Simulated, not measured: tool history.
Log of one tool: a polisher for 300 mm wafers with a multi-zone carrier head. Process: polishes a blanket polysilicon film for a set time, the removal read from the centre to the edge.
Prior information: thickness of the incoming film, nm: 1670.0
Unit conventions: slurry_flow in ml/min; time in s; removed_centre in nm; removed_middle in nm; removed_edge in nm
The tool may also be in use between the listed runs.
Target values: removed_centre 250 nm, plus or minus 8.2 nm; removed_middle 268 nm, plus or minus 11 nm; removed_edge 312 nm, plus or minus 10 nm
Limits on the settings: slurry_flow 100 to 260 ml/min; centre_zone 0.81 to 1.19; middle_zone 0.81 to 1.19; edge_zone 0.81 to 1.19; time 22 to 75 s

{"run": 1, "day": 0.0, "slurry_flow": 165, "centre_zone": 1, "middle_zone": 1, "edge_zone": 1, "time": 48, "removed_centre": 342.75, "removed_middle": 339.43, "removed_edge": 343.73}
{"run": 2, "day": 0.325, "slurry_flow": 165, "centre_zone": 1, "middle_zone": 1, "edge_zone": 1, "time": 57, "removed_centre": 394.36, "removed_middle": 412.56, "removed_edge": 419.96}
{"run": 3, "day": 0.379, "slurry_flow": 165, "centre_zone": 1, "middle_zone": 1, "edge_zone": 1.07, "time": 57, "removed_centre": 399.19, "removed_middle": 414.22, "removed_edge": 427.96}
{"run": 4, "day": 0.408, "slurry_flow": 165, "centre_zone": 1, "middle_zone": 0.94, "edge_zone": 1.07, "time": 57, "removed_centre": 401.79, "removed_middle": 387.03, "removed_edge": 429.13}
{"run": 5, "day": 0.725, "slurry_flow": 165, "centre_zone": 1, "middle_zone": 0.97, "edge_zone": 1.07, "time": 57, "removed_centre": 402.42, "removed_middle": 403.09, "removed_edge": 424.16}
{"run": 6, "day": 1.017, "slurry_flow": 150, "centre_zone": 0.95, "middle_zone": 0.95, "edge_zone": 1.07, "time": 53, "removed_centre": 342.23, "removed_middle": 352.49, "removed_edge": 393.68}
{"run": 7, "day": 1.367, "slurry_flow": 150, "centre_zone": 0.92, "middle_zone": 0.94, "edge_zone": 1.05, "time": 50, "removed_centre": 307.77, "removed_middle": 339.04, "removed_edge": 363.62}
{"run": 8, "day": 1.417, "slurry_flow": 140, "centre_zone": 0.91, "middle_zone": 0.91, "edge_zone": 1.04, "time": 48, "removed_centre": 292.76, "removed_middle": 305.25, "removed_edge": 345.82}
{"run": 9, "day": 1.775, "slurry_flow": 135, "centre_zone": 0.89, "middle_zone": 0.9, "edge_zone": 1.02, "time": 47, "removed_centre": 272.97, "removed_middle": 296.26, "removed_edge": 338.09}
{"run": 10, "day": 1.842, "slurry_flow": 130, "centre_zone": 0.89, "middle_zone": 0.89, "edge_zone": 1, "time": 46, "removed_centre": 265.07, "removed_middle": 288.48, "removed_edge": 313.84}
{"run": 11, "day": 2.075, "slurry_flow": 105, "centre_zone": 0.86, "middle_zone": 0.83, "edge_zone": 1.05, "time": 45, "removed_centre": 238.61, "removed_middle": 247.32, "removed_edge": 308.81}
{"run": 12, "day": 2.133, "slurry_flow": 110, "centre_zone": 0.86, "middle_zone": 0.84, "edge_zone": 1.04, "time": 45, "removed_centre": 240.08, "removed_middle": 261.18, "removed_edge": 313.39}
{"run": 13, "day": 2.288, "slurry_flow": 110, "centre_zone": 0.86, "middle_zone": 0.84, "edge_zone": 1.04, "time": 45, "removed_centre": 242.78, "removed_middle": 256.71, "removed_edge": 311}
{"run": 14, "day": 2.367, "slurry_flow": 110, "centre_zone": 0.86, "middle_zone": 0.84, "edge_zone": 1.04, "time": 45, "removed_centre": 239.78, "removed_middle": 256.23, "removed_edge": 307.92}

Below are 5 possible settings for the next run. Only one of them brings all results inside the allowed miss of their targets. Which is it?
{"run": "A", "day": 2.446, "slurry_flow": 100, "centre_zone": 0.98, "middle_zone": 0.83, "edge_zone": 1.03, "time": 44, "removed_centre": "?", "removed_middle": "?", "removed_edge": "?"}
{"run": "B", "day": 2.446, "slurry_flow": 115, "centre_zone": 0.88, "middle_zone": 0.84, "edge_zone": 1.03, "time": 43, "removed_centre": "?", "removed_middle": "?", "removed_edge": "?"}
{"run": "C", "day": 2.446, "slurry_flow": 120, "centre_zone": 0.95, "middle_zone": 0.81, "edge_zone": 1.17, "time": 42, "removed_centre": "?", "removed_middle": "?", "removed_edge": "?"}
{"run": "D", "day": 2.446, "slurry_flow": 120, "centre_zone": 0.92, "middle_zone": 0.81, "edge_zone": 1.11, "time": 43, "removed_centre": "?", "removed_middle": "?", "removed_edge": "?"}
{"run": "E", "day": 2.446, "slurry_flow": 105, "centre_zone": 0.84, "middle_zone": 0.84, "edge_zone": 0.93, "time": 48, "removed_centre": "?", "removed_middle": "?", "removed_edge": "?"}

move=A removed_centre=262.07 removed_middle=240.35 removed_edge=295.67
move=B removed_centre=240.98 removed_middle=247.35 removed_edge=297.15
move=C removed_centre=257.53 removed_middle=237.08 removed_edge=312.12
move=D removed_centre=255.27 removed_middle=242.78 removed_edge=311.01
move=E removed_centre=249.07 removed_middle=269.07 removed_edge=310.3
A: takes the result that was furthest off past its target
B: misses by more than the last run did
C: the furthest-off result lands on target, but another misses its tolerance
D: the furthest-off result lands on target, but another misses its tolerance
E: all results in spec
The right move is E.

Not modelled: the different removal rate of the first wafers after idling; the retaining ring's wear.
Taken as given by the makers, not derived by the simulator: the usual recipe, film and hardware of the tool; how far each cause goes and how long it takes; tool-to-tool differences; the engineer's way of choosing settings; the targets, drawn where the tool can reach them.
